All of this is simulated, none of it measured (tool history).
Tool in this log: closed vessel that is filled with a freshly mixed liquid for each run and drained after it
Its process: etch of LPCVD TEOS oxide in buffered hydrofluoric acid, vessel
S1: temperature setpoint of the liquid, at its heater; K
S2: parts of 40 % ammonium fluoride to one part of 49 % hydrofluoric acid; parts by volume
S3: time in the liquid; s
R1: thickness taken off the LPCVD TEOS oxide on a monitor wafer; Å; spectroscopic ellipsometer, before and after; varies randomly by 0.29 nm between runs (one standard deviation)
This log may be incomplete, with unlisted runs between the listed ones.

{"run": 1, "hour": 0.0, "S1": 293.15, "S2": 21, "S3": 35, "R1": 278.71}
{"run": 2, "hour": 5.1, "S1": 293.15, "S2": 15.5, "S3": 35, "R1": 372.72}
{"run": 3, "hour": 11.1, "S1": 293.65, "S2": 15.5, "S3": 35, "R1": 388.53}
{"run": 4, "hour": 15.0, "S1": 294.15, "S2": 15.5, "S3": 35, "R1": 396.32}
{"run": 5, "hour": 22.4, "S1": 294.15, "S2": 21.5, "S3": 35, "R1": 291.85}
{"run": 6, "hour": 26.5, "S1": 294.15, "S2": 21.5, "S3": 30, "R1": 252.01}
{"run": 7, "hour": 35.4, "S1": 295.15, "S2": 21, "S3": 30, "R1": 270.84}
{"run": 8, "hour": 38.9, "S1": 295.15, "S2": 21, "S3": 30, "R1": 269.85}
{"run": 9, "hour": 40.3, "S1": 296.15, "S2": 20, "S3": 30, "R1": 297.23}
{"run": 10, "hour": 43.7, "S1": 297.15, "S2": 19.5, "S3": 30, "R1": 322.23}
{"run": 11, "hour": 44.3, "S1": 297.15, "S2": 19.5, "S3": 30, "R1": 316.66}

For run 12, what comes out?
{"run": 12, "hour": 48.9, "S1": 297.65, "S2": 19, "S3": 30, "R1": "?"}

{"run 12": {"R1": 336.79}}

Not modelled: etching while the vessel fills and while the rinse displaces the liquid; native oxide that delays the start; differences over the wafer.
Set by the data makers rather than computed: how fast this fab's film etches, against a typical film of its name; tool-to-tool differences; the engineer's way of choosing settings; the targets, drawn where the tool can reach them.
